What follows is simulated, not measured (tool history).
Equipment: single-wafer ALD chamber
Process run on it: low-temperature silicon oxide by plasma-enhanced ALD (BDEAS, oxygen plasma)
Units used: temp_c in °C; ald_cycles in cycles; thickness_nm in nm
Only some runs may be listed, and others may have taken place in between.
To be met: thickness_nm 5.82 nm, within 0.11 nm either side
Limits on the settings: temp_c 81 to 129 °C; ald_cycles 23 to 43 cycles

run  hour  temp_c  ald_cycles  thickness_nm
  1     0     105          33        4.9087
  2   4.3     104          34        5.0341
  3    13     104          37        5.4868
  4    17     104          33        4.9515
  5  21.1     102          34         5.038
  6  24.6     102          35        5.2056
  7  30.8     102          36        5.4095
  8  34.9     100          36        5.3172
  9  43.2     100          37        5.5348
 10  44.1     100          38        5.6617
 11  50.4     100          38        5.6765
 12    55     100          38        5.6771

Consider the 4 candidate settings below. Which is the only one whose results all fall within their allowed miss of target?
  A  59.6     100          41             ?
  B  59.6      98          41             ?
  C  59.6     104          39             ?
  D  59.6      96          37             ?

move  thickness_nm
   A         6.097
   B        6.1292
   C        5.7627
   D        5.5662
A: takes the biggest miss from the last run beyond its target
B: takes the biggest miss from the last run beyond its target
C: each result inside its tolerance
D: the biggest miss grows against the last run
The move that meets every target is C.
